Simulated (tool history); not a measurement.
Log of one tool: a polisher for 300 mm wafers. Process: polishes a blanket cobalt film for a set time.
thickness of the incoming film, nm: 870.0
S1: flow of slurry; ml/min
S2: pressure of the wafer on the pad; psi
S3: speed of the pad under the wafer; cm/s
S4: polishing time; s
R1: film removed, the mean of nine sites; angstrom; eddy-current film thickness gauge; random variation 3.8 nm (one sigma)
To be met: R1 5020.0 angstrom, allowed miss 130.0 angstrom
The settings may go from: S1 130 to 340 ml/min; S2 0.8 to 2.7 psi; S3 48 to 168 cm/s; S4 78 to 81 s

run  hour   S1   S2   S3  S4      R1
  1   0.0  220  1.7  108  78  3169.6
  2   8.1  225  1.8  108  78  3280.1
  3  13.9  225  2.0  108  78  3624.7
  4  22.3  225  2.1  108  78  3691.5
  5  31.1  225  2.2  110  78  3917.5
     34.5  -- worn pad replaced by a new one
  6  34.5  225  2.2   88  78  3380.1
  7  37.6  225  2.3   92  78  3652.5
  8  44.6  225  2.4   96  78  3978.9
  9  50.0  250  2.7  102  78  4613.9
 10  51.6  250  2.7  104  78  4717.5
 11  57.6  250  2.7  106  78  4859.9
 12  59.8  250  2.7  106  78  4821.7

Which of these 5 next moves meets every target?
  A  62.0  245  2.7  100  81   ?
  B  62.0  230  2.7  106  81   ?
  C  62.0  230  2.6  100  79   ?
  D  62.0  230  2.4  108  81   ?
  E  62.0  250  2.7  100  78   ?

move      R1
   A  4677.0
   B  4901.1
   C  4389.0
   D  4532.5
   E  4514.3
A: further off than the last run
B: meets every target
C: further off than the last run
D: further off than the last run
E: further off than the last run
Answer: B

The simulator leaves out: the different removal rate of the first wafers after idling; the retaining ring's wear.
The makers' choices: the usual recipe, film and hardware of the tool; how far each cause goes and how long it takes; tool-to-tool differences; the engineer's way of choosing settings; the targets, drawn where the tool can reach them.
